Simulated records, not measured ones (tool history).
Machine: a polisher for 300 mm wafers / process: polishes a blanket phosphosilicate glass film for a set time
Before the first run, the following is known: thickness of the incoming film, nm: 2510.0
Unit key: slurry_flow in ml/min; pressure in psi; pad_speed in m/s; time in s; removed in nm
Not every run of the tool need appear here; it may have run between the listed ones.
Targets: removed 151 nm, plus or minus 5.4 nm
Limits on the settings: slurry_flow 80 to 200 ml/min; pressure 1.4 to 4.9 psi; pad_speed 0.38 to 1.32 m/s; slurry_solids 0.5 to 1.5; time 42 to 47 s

{"run": 1, "hour": 0.0, "slurry_flow": 130, "pressure": 3.1, "pad_speed": 0.84, "slurry_solids": 1, "time": 47, "removed": 301.79}
{"run": 2, "hour": 7.8, "slurry_flow": 130, "pressure": 3.1, "pad_speed": 0.84, "slurry_solids": 0.8, "time": 47, "removed": 275.12}
{"run": 3, "hour": 8.4, "slurry_flow": 130, "pressure": 3.1, "pad_speed": 1, "slurry_solids": 0.8, "time": 47, "removed": 322.01}
{"run": 4, "hour": 9.5, "slurry_flow": 100, "pressure": 3.1, "pad_speed": 1, "slurry_solids": 0.8, "time": 47, "removed": 298.79}
{"run": 5, "hour": 14.8, "slurry_flow": 100, "pressure": 2.8, "pad_speed": 0.98, "slurry_solids": 0.8, "time": 47, "removed": 268.72}
{"run": 6, "hour": 17.3, "slurry_flow": 100, "pressure": 2.4, "pad_speed": 0.98, "slurry_solids": 0.8, "time": 47, "removed": 230.66}
{"run": 7, "hour": 19.4, "slurry_flow": 100, "pressure": 2.2, "pad_speed": 0.98, "slurry_solids": 0.8, "time": 47, "removed": 208.84}
{"run": 8, "hour": 20.5, "slurry_flow": 100, "pressure": 2.1, "pad_speed": 0.98, "slurry_solids": 0.8, "time": 47, "removed": 202.15}
{"run": 9, "hour": 21.9, "slurry_flow": 100, "pressure": 2.1, "pad_speed": 0.98, "slurry_solids": 0.8, "time": 47, "removed": 202.02}
{"run": 10, "hour": 24.2, "slurry_flow": 100, "pressure": 2, "pad_speed": 0.98, "slurry_solids": 0.8, "time": 47, "removed": 189.66}
{"run": 11, "hour": 27.8, "slurry_flow": 100, "pressure": 1.9, "pad_speed": 0.98, "slurry_solids": 0.8, "time": 47, "removed": 185.35}
{"run": 12, "hour": 28.4, "slurry_flow": 95, "pressure": 1.4, "pad_speed": 0.94, "slurry_solids": 0.8, "time": 47, "removed": 132.32}
{"run": 13, "hour": 29.2, "slurry_flow": 100, "pressure": 1.4, "pad_speed": 0.94, "slurry_solids": 0.8, "time": 47, "removed": 134.98}
{"run": 14, "hour": 37.7, "slurry_flow": 105, "pressure": 1.5, "pad_speed": 0.94, "slurry_solids": 0.8, "time": 47, "removed": 144.19}

Consider the 5 candidate settings below. Which is the only one whose results all fall within their allowed miss of target?
{"run": "A", "hour": 46.2, "slurry_flow": 120, "pressure": 2.1, "pad_speed": 0.8, "slurry_solids": 0.55, "time": 42, "removed": "?"}
{"run": "B", "hour": 46.2, "slurry_flow": 80, "pressure": 1.7, "pad_speed": 0.8, "slurry_solids": 0.9, "time": 46, "removed": "?"}
{"run": "C", "hour": 46.2, "slurry_flow": 100, "pressure": 1.5, "pad_speed": 1.08, "slurry_solids": 0.8, "time": 45, "removed": "?"}
{"run": "D", "hour": 46.2, "slurry_flow": 110, "pressure": 1.6, "pad_speed": 0.9, "slurry_solids": 0.6, "time": 47, "removed": "?"}
{"run": "E", "hour": 46.2, "slurry_flow": 105, "pressure": 1.5, "pad_speed": 0.9, "slurry_solids": 0.9, "time": 45, "removed": "?"}

move=A removed=137.38
move=B removed=134.36
move=C removed=151.83
move=D removed=132.45
move=E removed=139.91
A: lands further from the targets than the last run did
B: lands further from the targets than the last run did
C: all results land within tolerance of their targets
D: lands further from the targets than the last run did
E: lands further from the targets than the last run did
Move C is the one to make.
